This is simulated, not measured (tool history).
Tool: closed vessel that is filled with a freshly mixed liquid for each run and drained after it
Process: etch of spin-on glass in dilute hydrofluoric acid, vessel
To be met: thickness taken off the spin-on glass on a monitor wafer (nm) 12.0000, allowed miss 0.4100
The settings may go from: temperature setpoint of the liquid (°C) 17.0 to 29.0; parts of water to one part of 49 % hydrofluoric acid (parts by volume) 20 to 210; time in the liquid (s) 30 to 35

run,day,temperature setpoint of the liquid (°C),parts of water to one part of 49 % hydrofluoric acid (parts by volume),time in the liquid (s),thickness taken off the spin-on glass on a monitor wafer (nm)
1,0.000,21.0,115,35,11.2100
2,0.075,17.5,115,35,9.4987
3,0.158,18.5,115,35,10.0900
4,0.483,19.0,115,35,10.4200
5,0.700,19.0,85,35,14.3330
6,1.071,18.5,85,35,14.1260
7,1.333,17.0,100,35,11.0290
8,1.700,17.5,100,35,11.2170
9,2.004,18.0,100,35,11.5990

Which of these 4 next moves meets every target?
A,2.308,19.0,110,35,?
B,2.308,18.0,105,35,?
C,2.308,17.0,80,30,?
D,2.308,20.5,115,35,?

move,thickness taken off the spin-on glass on a monitor wafer (nm)
A,10.7760
B,10.8820
C,12.0270
D,10.9080
A: further off than the last run
B: further off than the last run
C: meets every target
D: further off than the last run
Answer: C
